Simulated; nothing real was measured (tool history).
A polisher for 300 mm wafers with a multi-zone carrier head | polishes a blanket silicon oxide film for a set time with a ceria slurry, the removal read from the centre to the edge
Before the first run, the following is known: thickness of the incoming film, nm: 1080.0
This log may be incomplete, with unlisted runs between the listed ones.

run,hour,flow of slurry (ml/min),pressure of the head's centre zone,pressure of the head's middle zone,pressure of the head's edge zone,polishing time (s),film removed at the wafer's centre (angstrom),film removed at mid-radius (angstrom),film removed at the wafer's edge (angstrom)
1,0.0,160,1.00,1.00,1.00,67,1924.4,1948.7,1938.2
2,3.6,175,0.98,1.03,1.05,69,2022.5,2098.0,2061.7
3,6.0,150,0.98,1.03,1.05,69,1909.9,2029.7,2029.4
4,11.4,150,0.98,0.98,1.05,69,1970.5,1972.9,2035.3
5,15.3,110,0.98,0.98,1.05,69,1784.2,1820.6,1932.8
6,24.2,140,0.95,1.01,1.09,70,1897.9,2013.9,2077.0
7,28.4,160,0.93,1.03,1.12,71,1943.2,2127.7,2158.7

Run 8 has not been measured yet. What should we expect?
8,36.4,170,0.92,1.04,1.14,72,?,?,?

{"run 8": {"film removed at the wafer's centre (angstrom)": 1931.2, "film removed at mid-radius (angstrom)": 2222.4, "film removed at the wafer's edge (angstrom)": 2253.1}}

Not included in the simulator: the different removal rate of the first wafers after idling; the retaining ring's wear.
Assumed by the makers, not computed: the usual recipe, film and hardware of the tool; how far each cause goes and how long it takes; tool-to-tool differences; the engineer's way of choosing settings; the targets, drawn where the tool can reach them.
